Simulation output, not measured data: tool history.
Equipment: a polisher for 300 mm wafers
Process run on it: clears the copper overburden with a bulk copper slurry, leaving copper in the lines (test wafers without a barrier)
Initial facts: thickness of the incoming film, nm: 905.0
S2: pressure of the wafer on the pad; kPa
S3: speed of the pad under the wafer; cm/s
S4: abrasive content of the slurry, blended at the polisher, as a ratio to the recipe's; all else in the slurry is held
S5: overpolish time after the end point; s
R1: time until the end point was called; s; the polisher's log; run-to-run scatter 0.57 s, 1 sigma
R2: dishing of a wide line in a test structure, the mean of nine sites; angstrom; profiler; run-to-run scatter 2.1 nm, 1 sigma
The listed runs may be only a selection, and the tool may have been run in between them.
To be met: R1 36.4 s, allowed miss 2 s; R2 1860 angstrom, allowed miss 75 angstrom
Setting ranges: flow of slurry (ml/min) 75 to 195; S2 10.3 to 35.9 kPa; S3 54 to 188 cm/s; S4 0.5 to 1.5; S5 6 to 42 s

Run 1, day 0: flow of slurry (ml/min) 125, S2 22.8 kPa, S3 120 cm/s, S4 1, S5 21 s. Result: R1 62.328 s, R2 1350.8 angstrom.
Run 2, day 0.075: flow of slurry (ml/min) 125, S2 17.2 kPa, S3 120 cm/s, S4 1, S5 21 s. Result: R1 78.687 s, R2 1144.5 angstrom.
Run 3, day 0.321: flow of slurry (ml/min) 125, S2 17.2 kPa, S3 94 cm/s, S4 1, S5 21 s. Result: R1 95.872 s, R2 1018.7 angstrom.
Run 4, day 0.512: flow of slurry (ml/min) 125, S2 17.2 kPa, S3 108 cm/s, S4 1, S5 21 s. Result: R1 85.678 s, R2 1060.8 angstrom.
Run 5, day 0.821: flow of slurry (ml/min) 125, S2 22.8 kPa, S3 108 cm/s, S4 1, S5 21 s. Result: R1 68.173 s, R2 1288.2 angstrom.
Run 6, day 1.158: flow of slurry (ml/min) 130, S2 24.1 kPa, S3 108 cm/s, S4 1, S5 20 s. Result: R1 64.647 s, R2 1294.3 angstrom.
Run 7, day 1.329: flow of slurry (ml/min) 130, S2 25.5 kPa, S3 110 cm/s, S4 1, S5 20 s. Result: R1 60.773 s, R2 1350.4 angstrom.
Run 8, day 1.504: flow of slurry (ml/min) 145, S2 32.4 kPa, S3 120 cm/s, S4 1, S5 19 s. Result: R1 43.231 s, R2 1565.6 angstrom.
Run 9, day 1.604: flow of slurry (ml/min) 145, S2 32.4 kPa, S3 122 cm/s, S4 1, S5 19 s. Result: R1 43.938 s, R2 1623.5 angstrom.
Run 10, day 1.804: flow of slurry (ml/min) 145, S2 33.1 kPa, S3 124 cm/s, S4 1, S5 19 s. Result: R1 40.97 s, R2 1622.9 angstrom.
Run 11, day 1.912: flow of slurry (ml/min) 145, S2 34.5 kPa, S3 126 cm/s, S4 1, S5 21 s. Result: R1 39.826 s, R2 1785.6 angstrom.

Exactly one of the 4 candidate moves below puts every result within its allowed miss. Which one?
Run A, day 2.021: flow of slurry (ml/min) 135, S2 35.2 kPa, S3 136 cm/s, S4 1.05, S5 17 s. Result: R1 ?, R2 ?.
Run B, day 2.021: flow of slurry (ml/min) 110, S2 35.9 kPa, S3 136 cm/s, S4 1.15, S5 22 s. Result: R1 ?, R2 ?.
Run C, day 2.021: flow of slurry (ml/min) 150, S2 35.9 kPa, S3 140 cm/s, S4 1, S5 17 s. Result: R1 ?, R2 ?.
Run D, day 2.021: flow of slurry (ml/min) 150, S2 35.9 kPa, S3 146 cm/s, S4 0.9, S5 16 s. Result: R1 ?, R2 ?.

move      R1      R2
   A  36.269  1651.8
   B  36.435  1814.7
   C  34.487  1691.7
   D  34.218  1656.5
A: gets the furthest-off result to its target, but another result is out of tolerance
B: every result lands within tolerance
C: gets the furthest-off result to its target, but another result is out of tolerance
D: the result that was furthest off in the last run now lies on the other side of its target
So the answer is move B, the one that meets all the targets.
